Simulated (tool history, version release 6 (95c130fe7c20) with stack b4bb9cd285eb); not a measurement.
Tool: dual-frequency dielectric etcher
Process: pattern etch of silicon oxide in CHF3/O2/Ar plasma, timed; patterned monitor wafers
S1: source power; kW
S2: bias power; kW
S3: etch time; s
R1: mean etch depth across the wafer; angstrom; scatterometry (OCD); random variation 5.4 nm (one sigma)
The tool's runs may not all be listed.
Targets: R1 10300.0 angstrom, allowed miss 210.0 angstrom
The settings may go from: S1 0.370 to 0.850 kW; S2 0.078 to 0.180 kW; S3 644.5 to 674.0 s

Run 1, hour 0.0: S1 0.610 kW, S2 0.129 kW, S3 644.5 s. Result: R1 12870.0 angstrom.
Run 2, hour 8.1: S1 0.670 kW, S2 0.129 kW, S3 644.5 s. Result: R1 13457.0 angstrom.
Run 3, hour 11.3: S1 0.580 kW, S2 0.120 kW, S3 644.5 s. Result: R1 12248.0 angstrom.
Run 4, hour 15.7: S1 0.520 kW, S2 0.116 kW, S3 644.5 s. Result: R1 11405.0 angstrom.
Run 5, hour 17.0: S1 0.520 kW, S2 0.093 kW, S3 644.5 s. Result: R1 10700.0 angstrom.
Run 6, hour 19.2: S1 0.590 kW, S2 0.093 kW, S3 644.5 s. Result: R1 11560.0 angstrom.
Run 7, hour 25.6: S1 0.550 kW, S2 0.092 kW, S3 644.5 s. Result: R1 11023.0 angstrom.
Run 8, hour 30.1: S1 0.470 kW, S2 0.089 kW, S3 644.5 s. Result: R1 10049.0 angstrom.

5 next moves are on the table. One of them brings every result within its allowed miss. Which?
Run A, hour 34.6: S1 0.510 kW, S2 0.097 kW, S3 661.0 s. Result: R1 ?.
Run B, hour 34.6: S1 0.450 kW, S2 0.085 kW, S3 656.5 s. Result: R1 ?.
Run C, hour 34.6: S1 0.520 kW, S2 0.083 kW, S3 662.5 s. Result: R1 ?.
Run D, hour 34.6: S1 0.450 kW, S2 0.078 kW, S3 674.0 s. Result: R1 ?.
Run E, hour 34.6: S1 0.460 kW, S2 0.096 kW, S3 652.0 s. Result: R1 ?.

move       R1
   A  11009.0
   B   9832.9
   C  10706.0
   D   9873.3
   E  10218.0
A: takes the result that was furthest off past its target
B: further off than the last run
C: takes the result that was furthest off past its target
D: further off than the last run
E: meets every target
The right move is E.

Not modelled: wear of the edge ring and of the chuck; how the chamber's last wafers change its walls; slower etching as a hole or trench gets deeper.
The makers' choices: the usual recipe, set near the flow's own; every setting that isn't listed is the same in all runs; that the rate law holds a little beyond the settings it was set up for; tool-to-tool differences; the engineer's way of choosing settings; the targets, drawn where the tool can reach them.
